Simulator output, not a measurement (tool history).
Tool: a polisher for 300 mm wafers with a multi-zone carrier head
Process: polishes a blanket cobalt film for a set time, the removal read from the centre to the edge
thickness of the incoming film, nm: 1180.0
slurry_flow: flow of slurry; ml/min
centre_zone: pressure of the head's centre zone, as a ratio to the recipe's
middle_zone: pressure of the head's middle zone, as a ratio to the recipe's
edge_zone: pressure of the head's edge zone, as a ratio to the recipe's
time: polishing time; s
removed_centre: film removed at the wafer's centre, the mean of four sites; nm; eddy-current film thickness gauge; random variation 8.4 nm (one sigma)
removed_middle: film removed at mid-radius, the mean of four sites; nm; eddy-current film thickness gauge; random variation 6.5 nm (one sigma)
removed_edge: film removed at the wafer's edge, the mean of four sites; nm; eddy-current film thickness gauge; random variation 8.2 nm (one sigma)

Run 1, hour 0.0: slurry_flow 215 ml/min, centre_zone 1.00, middle_zone 1.00, edge_zone 1.00, time 87 s. Result: removed_centre 429.60 nm, removed_middle 443.75 nm, removed_edge 440.54 nm.
Run 2, hour 3.9: slurry_flow 215 ml/min, centre_zone 1.00, middle_zone 1.00, edge_zone 0.97, time 87 s. Result: removed_centre 430.52 nm, removed_middle 442.50 nm, removed_edge 432.54 nm.
Run 3, hour 11.1: slurry_flow 215 ml/min, centre_zone 1.01, middle_zone 0.99, edge_zone 1.00, time 92 s. Result: removed_centre 473.28 nm, removed_middle 457.60 nm, removed_edge 471.54 nm.
Run 4, hour 20.0: slurry_flow 215 ml/min, centre_zone 1.01, middle_zone 0.99, edge_zone 1.00, time 102 s. Result: removed_centre 502.28 nm, removed_middle 505.93 nm, removed_edge 518.44 nm.
Run 5, hour 21.5: slurry_flow 220 ml/min, centre_zone 1.02, middle_zone 1.00, edge_zone 1.03, time 104 s. Result: removed_centre 517.38 nm, removed_middle 540.35 nm, removed_edge 539.41 nm.
Run 6, hour 27.7: slurry_flow 220 ml/min, centre_zone 1.02, middle_zone 1.00, edge_zone 1.03, time 89 s. Result: removed_centre 450.53 nm, removed_middle 452.20 nm, removed_edge 446.53 nm.

Forecast run 7:
Run 7, hour 34.3: slurry_flow 230 ml/min, centre_zone 1.11, middle_zone 0.95, edge_zone 1.13, time 113 s. Result: removed_centre ?, removed_middle ?, removed_edge ?.

{"run 7": {"removed_centre": 625.89, "removed_middle": 548.57, "removed_edge": 610.6}}
